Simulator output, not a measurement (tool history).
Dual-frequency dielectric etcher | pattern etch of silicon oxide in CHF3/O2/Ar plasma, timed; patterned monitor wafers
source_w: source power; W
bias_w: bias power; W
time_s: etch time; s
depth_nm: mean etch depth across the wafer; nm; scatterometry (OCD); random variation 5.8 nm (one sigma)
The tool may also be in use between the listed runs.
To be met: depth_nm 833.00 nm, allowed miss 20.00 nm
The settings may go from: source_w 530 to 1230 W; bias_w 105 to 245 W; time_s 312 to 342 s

run  hour  source_w  bias_w  time_s  depth_nm
  1   0.0       880     175     342    740.07
  2   8.5       910     177     342    757.31
  3  15.6       760     177     342    700.60
  4  17.3       840     177     342    737.17
  5  18.8       840     177     342    723.63
  6  24.1       740     177     342    695.57
  7  31.2       790     180     342    725.30
  8  38.4       830     182     342    735.81
  9  42.4       860     184     342    755.10

Which of these 4 next moves meets every target?
  A  46.4       900     172     312         ?
  B  46.4       980     232     330         ?
  C  46.4       880     159     317         ?
  D  46.4       720     175     329         ?

move  depth_nm
   A    677.16
   B    813.96
   C    665.90
   D    653.30
A: further off than the last run
B: meets every target
C: further off than the last run
D: further off than the last run
Answer: B
